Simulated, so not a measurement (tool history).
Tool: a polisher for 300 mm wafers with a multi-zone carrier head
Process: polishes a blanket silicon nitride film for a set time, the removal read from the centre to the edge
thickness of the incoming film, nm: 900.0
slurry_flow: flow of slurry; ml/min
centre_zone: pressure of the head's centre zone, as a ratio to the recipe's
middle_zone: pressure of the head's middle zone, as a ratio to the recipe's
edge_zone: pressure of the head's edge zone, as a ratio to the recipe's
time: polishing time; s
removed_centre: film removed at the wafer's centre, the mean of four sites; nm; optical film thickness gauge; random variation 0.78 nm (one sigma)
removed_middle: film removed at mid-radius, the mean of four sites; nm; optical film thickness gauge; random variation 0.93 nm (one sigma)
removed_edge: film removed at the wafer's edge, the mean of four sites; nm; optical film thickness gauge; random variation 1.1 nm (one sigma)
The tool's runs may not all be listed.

run 1 hour=0.0 | slurry_flow=145 centre_zone=1.00 middle_zone=1.00 edge_zone=1.00 time=84 | removed_centre=134.510 removed_middle=130.730 removed_edge=131.820
run 2 hour=0.6 | slurry_flow=145 centre_zone=1.00 middle_zone=1.05 edge_zone=1.00 time=84 | removed_centre=132.900 removed_middle=138.180 removed_edge=130.860
run 3 hour=5.0 | slurry_flow=140 centre_zone=0.99 middle_zone=1.02 edge_zone=0.97 time=80 | removed_centre=126.960 removed_middle=125.120 removed_edge=124.520
run 4 hour=10.8 | slurry_flow=140 centre_zone=0.98 middle_zone=1.01 edge_zone=0.95 time=75 | removed_centre=116.490 removed_middle=115.890 removed_edge=115.130
run 5 hour=19.7 | slurry_flow=135 centre_zone=0.97 middle_zone=1.00 edge_zone=0.93 time=73 | removed_centre=110.740 removed_middle=112.160 removed_edge=110.830
run 6 hour=23.8 | slurry_flow=130 centre_zone=0.97 middle_zone=0.98 edge_zone=0.91 time=71 | removed_centre=106.940 removed_middle=106.470 removed_edge=105.560
run 7 hour=30.0 | slurry_flow=125 centre_zone=0.97 middle_zone=0.96 edge_zone=0.89 time=71 | removed_centre=105.800 removed_middle=103.900 removed_edge=103.040
run 8 hour=33.1 | slurry_flow=90 centre_zone=0.94 middle_zone=0.86 edge_zone=0.84 time=69 | removed_centre=88.840 removed_middle=81.962 removed_edge=91.165
run 9 hour=36.7 | slurry_flow=95 centre_zone=0.94 middle_zone=0.87 edge_zone=0.84 time=69 | removed_centre=91.610 removed_middle=85.921 removed_edge=91.394

Run 10 comes next. What will it give?
run 10 hour=40.6 | slurry_flow=100 centre_zone=0.94 middle_zone=0.87 edge_zone=0.84 time=69 | removed_centre=? removed_middle=? removed_edge=?

removed_centre: 93.586 nm
removed_middle: 85.167 nm
removed_edge: 94.790 nm

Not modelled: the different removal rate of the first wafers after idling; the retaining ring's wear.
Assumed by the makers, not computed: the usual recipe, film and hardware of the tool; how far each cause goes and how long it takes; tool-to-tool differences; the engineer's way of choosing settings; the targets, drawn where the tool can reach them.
